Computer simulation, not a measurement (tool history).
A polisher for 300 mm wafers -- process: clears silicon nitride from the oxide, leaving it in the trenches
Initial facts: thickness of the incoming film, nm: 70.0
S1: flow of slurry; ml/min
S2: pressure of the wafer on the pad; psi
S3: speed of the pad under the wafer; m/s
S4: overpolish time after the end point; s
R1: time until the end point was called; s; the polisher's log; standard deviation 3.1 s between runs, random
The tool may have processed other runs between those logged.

run    day   S1   S2    S3  S4       R1
  1  0.000  300  2.7  1.28  39   85.395
  2  0.350  300  2.4  1.24  39   97.052
  3  0.579  300  2.4  1.24  42   96.360
  4  0.867  245  2.4  1.24  42   96.552
  5  1.033  245  2.2  1.20  42  106.470
  6  1.304  245  2.2  0.92  42  131.780

Expected results for the next run?
  7  1.404  245  2.1  0.90  42   ?

R1: 134.660 s
